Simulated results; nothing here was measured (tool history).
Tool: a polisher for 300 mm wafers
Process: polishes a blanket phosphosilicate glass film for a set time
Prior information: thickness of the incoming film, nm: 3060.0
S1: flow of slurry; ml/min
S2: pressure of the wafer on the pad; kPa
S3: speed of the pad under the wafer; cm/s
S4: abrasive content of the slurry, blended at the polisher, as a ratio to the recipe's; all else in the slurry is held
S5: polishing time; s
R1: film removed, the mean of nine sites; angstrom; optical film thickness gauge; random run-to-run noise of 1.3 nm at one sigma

run,hour,S1,S2,S3,S4,S5,R1
1,0.0,275,24.1,86,1.0,35,2503.0
2,6.2,275,22.1,86,1.0,35,2326.1
3,13.7,275,20.7,86,1.0,35,2197.9
4,14.8,320,20.7,86,1.0,35,2229.9
5,21.8,320,20.7,76,1.0,35,2063.9
6,30.6,315,20.0,76,1.0,35,2014.9
7,33.6,310,19.3,76,1.0,35,1945.9
8,35.3,305,18.6,76,1.0,35,1905.9
9,37.8,305,17.9,76,1.0,35,1852.0
10,44.6,300,17.9,76,1.0,35,1839.7
11,49.7,300,17.9,76,1.0,35,1836.9
12,57.5,295,17.9,76,1.0,35,1817.7
13,62.8,290,17.9,76,1.0,35,1835.1
14,63.3,285,17.9,76,1.0,35,1810.4
15,69.7,280,17.9,76,1.0,35,1852.7

Predict the results of run 16:
16,77.9,280,17.9,76,1.0,35,?

R1: 1828.8 angstrom
